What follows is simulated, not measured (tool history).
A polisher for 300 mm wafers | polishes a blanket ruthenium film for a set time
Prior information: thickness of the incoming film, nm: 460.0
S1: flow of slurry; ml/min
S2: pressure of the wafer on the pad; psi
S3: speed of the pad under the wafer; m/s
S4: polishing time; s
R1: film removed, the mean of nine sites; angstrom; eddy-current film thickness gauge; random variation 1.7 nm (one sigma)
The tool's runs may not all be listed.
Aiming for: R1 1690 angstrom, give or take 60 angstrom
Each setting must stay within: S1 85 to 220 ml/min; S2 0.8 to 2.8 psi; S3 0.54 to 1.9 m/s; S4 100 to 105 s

| run | hour | S1 | S2 | S3 | S4 | R1 |
|---|---|---|---|---|---|---|
| 1 | 0 | 140 | 1.8 | 1.22 | 100 | 1255 |
| 2 | 8 | 140 | 1.8 | 1.22 | 105 | 1302.3 |
| 3 | 9.2 | 140 | 1.6 | 1.22 | 105 | 1160.4 |
| 4 | 15.6 | 145 | 1.8 | 1.22 | 105 | 1338.7 |
| 5 | 19.9 | 160 | 1.9 | 1.22 | 105 | 1422.4 |
| 6 | 23.7 | 160 | 1.5 | 1.22 | 105 | 1106.5 |
| 7 | 26.1 | 160 | 1.5 | 1.22 | 105 | 1128.2 |
| 8 | 28.9 | 180 | 2 | 1.24 | 105 | 1523.1 |

5 next moves are on the table. One of them brings every result within its allowed miss. Which?
| A | 31.7 | 180 | 2 | 1.28 | 102 | ? |
| B | 31.7 | 190 | 1.9 | 1.28 | 105 | ? |
| C | 31.7 | 170 | 2.1 | 1.32 | 100 | ? |
| D | 31.7 | 185 | 2 | 1.38 | 105 | ? |
| E | 31.7 | 125 | 2 | 1.5 | 100 | ? |

| move | R1 |
|---|---|
| A | 1539.5 |
| B | 1519.8 |
| C | 1611.1 |
| D | 1699.6 |
| E | 1620 |
A: closes in on the targets versus the last run, not all within tolerance yet
B: roughly where the last run was
C: closes in on the targets versus the last run, not all within tolerance yet
D: hits every target within its allowed miss
E: closes in on the targets versus the last run, not all within tolerance yet
D is the move that brings every result within its allowed miss.
